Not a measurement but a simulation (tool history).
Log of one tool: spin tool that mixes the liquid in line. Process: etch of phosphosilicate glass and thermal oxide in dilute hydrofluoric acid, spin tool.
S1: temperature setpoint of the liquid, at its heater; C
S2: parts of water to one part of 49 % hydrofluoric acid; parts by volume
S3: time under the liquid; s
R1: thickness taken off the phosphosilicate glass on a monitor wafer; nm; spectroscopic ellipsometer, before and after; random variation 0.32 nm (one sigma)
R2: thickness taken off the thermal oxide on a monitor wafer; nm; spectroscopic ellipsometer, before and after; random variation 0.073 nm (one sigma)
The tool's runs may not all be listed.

| run | hour | S1 | S2 | S3 | R1 | R2 |
|---|---|---|---|---|---|---|
| 1 | 0.0 | 21.0 | 105 | 30 | 45.490 | 1.3840 |
| 2 | 8.8 | 21.0 | 75 | 30 | 66.072 | 1.8775 |
| 3 | 9.5 | 21.0 | 90 | 30 | 54.373 | 1.6241 |
| 4 | 17.9 | 23.0 | 90 | 30 | 58.010 | 1.7560 |
| 5 | 23.9 | 24.5 | 90 | 30 | 61.839 | 1.7864 |
| 6 | 30.7 | 24.5 | 90 | 45 | 93.193 | 2.7614 |
| 7 | 39.0 | 23.0 | 90 | 45 | 87.728 | 2.5697 |

Run 8 comes next. What will it give?
| 8 | 47.5 | 22.0 | 90 | 45 | ? | ? |

Run 8 gave R1 84.534 nm, R2 2.6876 nm.
